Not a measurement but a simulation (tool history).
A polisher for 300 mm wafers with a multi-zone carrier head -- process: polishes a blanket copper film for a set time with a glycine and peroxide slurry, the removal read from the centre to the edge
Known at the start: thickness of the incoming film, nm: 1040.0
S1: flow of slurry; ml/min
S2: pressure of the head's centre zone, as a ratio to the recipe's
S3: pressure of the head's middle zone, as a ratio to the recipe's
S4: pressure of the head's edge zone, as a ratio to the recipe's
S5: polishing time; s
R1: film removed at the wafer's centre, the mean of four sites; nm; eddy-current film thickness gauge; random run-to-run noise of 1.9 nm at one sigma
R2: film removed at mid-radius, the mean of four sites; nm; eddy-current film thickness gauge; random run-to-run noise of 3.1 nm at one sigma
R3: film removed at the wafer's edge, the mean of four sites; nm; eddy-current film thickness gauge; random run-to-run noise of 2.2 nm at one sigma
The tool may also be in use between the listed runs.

run	hour	S1	S2	S3	S4	S5	R1	R2	R3
1	0.0	175	1.00	1.00	1.00	75	260.43	261.70	259.37
2	2.5	185	0.98	1.03	1.03	75	255.55	270.58	260.49
3	10.4	215	0.98	1.03	1.03	75	270.65	272.28	268.00
4	19.0	210	0.96	1.05	1.05	76	261.55	277.37	270.17
5	22.9	210	0.96	1.09	1.05	76	261.76	286.68	270.18
6	31.8	210	0.95	1.10	1.07	77	261.58	291.56	275.98

Expected results for the next run?
7	32.9	205	0.94	1.11	1.08	78	?	?	?

{"run 7": {"R1": 263.88, "R2": 296.99, "R3": 281.36}}

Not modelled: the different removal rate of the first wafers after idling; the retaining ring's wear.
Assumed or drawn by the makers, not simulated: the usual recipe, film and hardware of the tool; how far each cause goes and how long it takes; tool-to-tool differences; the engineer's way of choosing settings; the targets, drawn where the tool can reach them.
